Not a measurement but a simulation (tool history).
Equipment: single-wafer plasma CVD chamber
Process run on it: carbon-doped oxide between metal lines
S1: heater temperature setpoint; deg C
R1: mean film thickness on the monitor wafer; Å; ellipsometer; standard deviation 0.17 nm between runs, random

{"run": 1, "hour": 0.0, "S1": 365, "chamber pressure (mTorr)": 3850, "RF power (kW)": 0.415, "deposition time (s)": 22.2, "R1": 899.32}
{"run": 2, "hour": 4.9, "S1": 365, "chamber pressure (mTorr)": 3850, "RF power (kW)": 0.45, "deposition time (s)": 22.2, "R1": 942.39}
{"run": 3, "hour": 5.9, "S1": 365, "chamber pressure (mTorr)": 3820, "RF power (kW)": 0.44, "deposition time (s)": 22.1, "R1": 921.97}
{"run": 4, "hour": 10.3, "S1": 365, "chamber pressure (mTorr)": 4340, "RF power (kW)": 0.44, "deposition time (s)": 22.1, "R1": 940.39}
{"run": 5, "hour": 16.0, "S1": 365, "chamber pressure (mTorr)": 4310, "RF power (kW)": 0.43, "deposition time (s)": 22, "R1": 921.02}
{"run": 6, "hour": 22.4, "S1": 365, "chamber pressure (mTorr)": 3940, "RF power (kW)": 0.43, "deposition time (s)": 22, "R1": 913.8}
{"run": 7, "hour": 24.6, "S1": 365, "chamber pressure (mTorr)": 3920, "RF power (kW)": 0.42, "deposition time (s)": 21.9, "R1": 892.39}
{"run": 8, "hour": 31.3, "S1": 365, "chamber pressure (mTorr)": 3890, "RF power (kW)": 0.415, "deposition time (s)": 21.8, "R1": 883.3}

Run 9, settings as shown, results not yet in. Your forecast:
{"run": 9, "hour": 33.6, "S1": 365, "chamber pressure (mTorr)": 3870, "RF power (kW)": 0.41, "deposition time (s)": 21.8, "R1": "?"}

R1: 878.65 Å
